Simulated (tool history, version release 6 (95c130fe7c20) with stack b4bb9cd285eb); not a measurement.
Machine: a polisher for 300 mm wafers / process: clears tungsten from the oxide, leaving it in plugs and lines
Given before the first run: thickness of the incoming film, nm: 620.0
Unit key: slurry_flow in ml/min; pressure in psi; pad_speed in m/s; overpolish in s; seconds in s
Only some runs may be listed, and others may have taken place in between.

Run 1, hour 0.0: slurry_flow 200 ml/min, pressure 4.2 psi, pad_speed 1.08 m/s, slurry_solids 1.00, overpolish 30 s. Result: seconds 125.22 s.
Run 2, hour 1.3: slurry_flow 200 ml/min, pressure 4.2 psi, pad_speed 0.96 m/s, slurry_solids 1.00, overpolish 30 s. Result: seconds 143.28 s.
Run 3, hour 3.7: slurry_flow 200 ml/min, pressure 4.2 psi, pad_speed 0.96 m/s, slurry_solids 0.85, overpolish 30 s. Result: seconds 145.83 s.
Run 4, hour 12.5: slurry_flow 250 ml/min, pressure 4.2 psi, pad_speed 0.96 m/s, slurry_solids 0.85, overpolish 30 s. Result: seconds 144.64 s.
Run 5, hour 17.0: slurry_flow 250 ml/min, pressure 4.6 psi, pad_speed 0.96 m/s, slurry_solids 0.85, overpolish 30 s. Result: seconds 133.02 s.
Run 6, hour 22.0: slurry_flow 250 ml/min, pressure 4.9 psi, pad_speed 0.96 m/s, slurry_solids 0.85, overpolish 30 s. Result: seconds 124.42 s.
Run 7, hour 23.7: slurry_flow 250 ml/min, pressure 5.1 psi, pad_speed 0.96 m/s, slurry_solids 0.85, overpolish 30 s. Result: seconds 121.09 s.
Run 8, hour 31.5: slurry_flow 250 ml/min, pressure 5.3 psi, pad_speed 0.96 m/s, slurry_solids 0.85, overpolish 30 s. Result: seconds 115.55 s.
Run 9, hour 37.4: slurry_flow 250 ml/min, pressure 5.5 psi, pad_speed 0.96 m/s, slurry_solids 0.85, overpolish 30 s. Result: seconds 112.38 s.
Run 10, hour 42.0: slurry_flow 250 ml/min, pressure 5.7 psi, pad_speed 0.96 m/s, slurry_solids 0.85, overpolish 30 s. Result: seconds 108.38 s.

Run 11 is up next; what results do you expect?
Run 11, hour 49.8: slurry_flow 250 ml/min, pressure 5.8 psi, pad_speed 0.96 m/s, slurry_solids 0.85, overpolish 30 s. Result: seconds ?.

Run 11 measured seconds 106.48 s.
